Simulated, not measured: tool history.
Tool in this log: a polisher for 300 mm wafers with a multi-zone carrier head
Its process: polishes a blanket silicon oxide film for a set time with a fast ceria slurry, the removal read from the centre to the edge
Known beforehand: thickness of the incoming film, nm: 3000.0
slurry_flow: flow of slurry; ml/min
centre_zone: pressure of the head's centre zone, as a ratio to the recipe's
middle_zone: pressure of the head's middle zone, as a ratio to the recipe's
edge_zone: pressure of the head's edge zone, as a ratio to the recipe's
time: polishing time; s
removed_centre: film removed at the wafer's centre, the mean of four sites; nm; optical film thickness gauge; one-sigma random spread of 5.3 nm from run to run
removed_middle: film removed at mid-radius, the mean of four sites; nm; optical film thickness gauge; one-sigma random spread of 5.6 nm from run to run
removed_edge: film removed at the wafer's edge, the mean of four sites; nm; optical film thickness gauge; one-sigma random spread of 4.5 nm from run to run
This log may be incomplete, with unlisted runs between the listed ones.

{"run": 1, "hour": 0.0, "slurry_flow": 240, "centre_zone": 1, "middle_zone": 1, "edge_zone": 1, "time": 69, "removed_centre": 564.1, "removed_middle": 554.25, "removed_edge": 557.59}
{"run": 2, "hour": 7.4, "slurry_flow": 265, "centre_zone": 1, "middle_zone": 1, "edge_zone": 1, "time": 69, "removed_centre": 569.71, "removed_middle": 564.07, "removed_edge": 561.27}
{"run": 3, "hour": 8.5, "slurry_flow": 265, "centre_zone": 1, "middle_zone": 1, "edge_zone": 1.05, "time": 69, "removed_centre": 565.61, "removed_middle": 573.43, "removed_edge": 569.39}
{"run": 4, "hour": 11.3, "slurry_flow": 260, "centre_zone": 1, "middle_zone": 0.98, "edge_zone": 1.06, "time": 70, "removed_centre": 571.95, "removed_middle": 564.08, "removed_edge": 579.65}
{"run": 5, "hour": 16.7, "slurry_flow": 260, "centre_zone": 1, "middle_zone": 0.98, "edge_zone": 1.06, "time": 84, "removed_centre": 689.05, "removed_middle": 692.36, "removed_edge": 692.73}
{"run": 6, "hour": 21.7, "slurry_flow": 250, "centre_zone": 1, "middle_zone": 0.96, "edge_zone": 1.06, "time": 84, "removed_centre": 677.77, "removed_middle": 666.6, "removed_edge": 697.77}

Predict the results of run 7:
{"run": 7, "hour": 25.9, "slurry_flow": 245, "centre_zone": 1, "middle_zone": 0.95, "edge_zone": 1.05, "time": 84, "removed_centre": "?", "removed_middle": "?", "removed_edge": "?"}

removed_centre: 676.79 nm
removed_middle: 657.13 nm
removed_edge: 691.42 nm

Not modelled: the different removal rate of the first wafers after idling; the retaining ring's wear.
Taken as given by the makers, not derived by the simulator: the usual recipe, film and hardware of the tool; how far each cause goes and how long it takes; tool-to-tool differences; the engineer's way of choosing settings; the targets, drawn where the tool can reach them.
